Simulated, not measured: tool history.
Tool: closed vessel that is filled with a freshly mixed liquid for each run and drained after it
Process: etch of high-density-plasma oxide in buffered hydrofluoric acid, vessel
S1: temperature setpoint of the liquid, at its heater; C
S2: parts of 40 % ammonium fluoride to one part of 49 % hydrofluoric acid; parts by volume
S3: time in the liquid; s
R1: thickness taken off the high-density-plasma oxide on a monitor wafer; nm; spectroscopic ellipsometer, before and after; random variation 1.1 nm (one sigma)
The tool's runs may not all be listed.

run  hour    S1    S2  S3      R1
  1     0    22  14.5  90   134.7
  2   1.3    22  14.5  95  143.19
  3   5.6    22    17  95  121.12
  4   6.6  23.5    17  95  131.36
  5  10.3  23.5    17  90  125.39
  6  12.7    22    17  90  115.66
  7  19.9    23    17  90  120.61
  8  21.4    23    17  90  121.29
  9  26.7  23.5    17  90  124.64
 10  30.3  23.5    17  90  124.54

The next listed run, before its measurement:
     36.3  -- thermometer replaced
 11  36.3  24  17  90   ?

Run 11 gave R1 115.54 nm.
